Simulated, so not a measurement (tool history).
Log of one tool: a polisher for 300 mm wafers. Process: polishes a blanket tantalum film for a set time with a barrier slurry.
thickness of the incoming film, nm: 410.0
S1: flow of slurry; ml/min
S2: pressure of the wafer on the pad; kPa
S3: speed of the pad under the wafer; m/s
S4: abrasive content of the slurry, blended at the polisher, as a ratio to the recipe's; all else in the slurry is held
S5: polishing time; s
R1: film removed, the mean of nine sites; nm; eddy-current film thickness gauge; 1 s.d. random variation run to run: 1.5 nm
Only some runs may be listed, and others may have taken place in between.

run,hour,S1,S2,S3,S4,S5,R1
1,0.0,155,11.7,0.84,1.0,56,64.871
2,0.8,155,11.7,0.84,1.0,56,63.882
3,4.6,155,12.4,0.84,1.0,56,68.882
4,7.8,155,13.1,0.84,1.0,56,69.589
5,11.4,155,13.8,0.84,1.0,56,75.083
6,15.6,155,13.8,0.84,1.0,51,69.256
7,22.1,155,14.5,0.84,1.0,51,72.723
8,23.7,160,17.9,0.88,1.0,51,90.738

Estimate the outcome of run 9 from the log above:
9,27.3,160,18.6,0.92,1.0,51,?

R1: 95.374 nm

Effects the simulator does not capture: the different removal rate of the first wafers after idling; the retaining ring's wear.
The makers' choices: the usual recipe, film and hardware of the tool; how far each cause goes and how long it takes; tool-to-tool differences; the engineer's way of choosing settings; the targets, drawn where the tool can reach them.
